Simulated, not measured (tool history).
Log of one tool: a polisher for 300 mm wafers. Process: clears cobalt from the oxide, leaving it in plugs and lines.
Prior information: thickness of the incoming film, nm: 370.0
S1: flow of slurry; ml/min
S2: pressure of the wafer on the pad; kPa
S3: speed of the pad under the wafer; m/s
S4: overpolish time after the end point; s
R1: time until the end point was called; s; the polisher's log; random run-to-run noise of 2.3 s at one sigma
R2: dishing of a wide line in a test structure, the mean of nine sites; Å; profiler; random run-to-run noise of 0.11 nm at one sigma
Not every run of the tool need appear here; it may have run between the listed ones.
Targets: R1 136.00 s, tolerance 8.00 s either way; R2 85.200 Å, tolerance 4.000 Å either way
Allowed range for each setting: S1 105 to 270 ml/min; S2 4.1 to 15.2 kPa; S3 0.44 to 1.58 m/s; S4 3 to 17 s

Run 1, hour 0.0: S1 175 ml/min, S2 9.7 kPa, S3 1.00 m/s, S4 9 s. Result: R1 103.67 s, R2 276.050 Å.
Run 2, hour 2.0: S1 145 ml/min, S2 9.7 kPa, S3 1.00 m/s, S4 9 s. Result: R1 108.37 s, R2 266.780 Å.
Run 3, hour 4.1: S1 145 ml/min, S2 9.7 kPa, S3 1.00 m/s, S4 12 s. Result: R1 108.12 s, R2 322.870 Å.
Run 4, hour 11.9: S1 145 ml/min, S2 7.6 kPa, S3 1.00 m/s, S4 12 s. Result: R1 135.98 s, R2 282.670 Å.
Run 5, hour 16.3: S1 145 ml/min, S2 7.6 kPa, S3 0.74 m/s, S4 12 s. Result: R1 182.00 s, R2 231.240 Å.
Run 6, hour 17.4: S1 135 ml/min, S2 8.3 kPa, S3 0.66 m/s, S4 9 s. Result: R1 184.05 s, R2 171.660 Å.
Run 7, hour 21.0: S1 135 ml/min, S2 8.3 kPa, S3 0.66 m/s, S4 9 s. Result: R1 181.81 s, R2 172.190 Å.
Run 8, hour 29.1: S1 130 ml/min, S2 9.0 kPa, S3 0.66 m/s, S4 5 s. Result: R1 174.56 s, R2 106.080 Å.
Run 9, hour 31.4: S1 125 ml/min, S2 9.7 kPa, S3 0.66 m/s, S4 4 s. Result: R1 165.75 s, R2 91.678 Å.
Run 10, hour 38.1: S1 125 ml/min, S2 10.3 kPa, S3 0.64 m/s, S4 4 s. Result: R1 159.11 s, R2 96.342 Å.

Next run, 4 choices. One meets every target within its allowed miss, the rest don't. Which?
Run A, hour 44.8: S1 135 ml/min, S2 11.7 kPa, S3 0.66 m/s, S4 3 s. Result: R1 ?, R2 ?.
Run B, hour 44.8: S1 120 ml/min, S2 11.0 kPa, S3 0.60 m/s, S4 4 s. Result: R1 ?, R2 ?.
Run C, hour 44.8: S1 130 ml/min, S2 9.0 kPa, S3 0.74 m/s, S4 4 s. Result: R1 ?, R2 ?.
Run D, hour 44.8: S1 155 ml/min, S2 11.7 kPa, S3 0.70 m/s, S4 4 s. Result: R1 ?, R2 ?.

move      R1       R2
   A  137.26   87.706
   B  163.52   97.373
   C  158.57  100.160
   D  126.09  123.310
A: all results land within tolerance of their targets
B: the biggest miss grows against the last run
C: the biggest miss grows against the last run
D: pushes the last run's worst result past its target
A meets every target.

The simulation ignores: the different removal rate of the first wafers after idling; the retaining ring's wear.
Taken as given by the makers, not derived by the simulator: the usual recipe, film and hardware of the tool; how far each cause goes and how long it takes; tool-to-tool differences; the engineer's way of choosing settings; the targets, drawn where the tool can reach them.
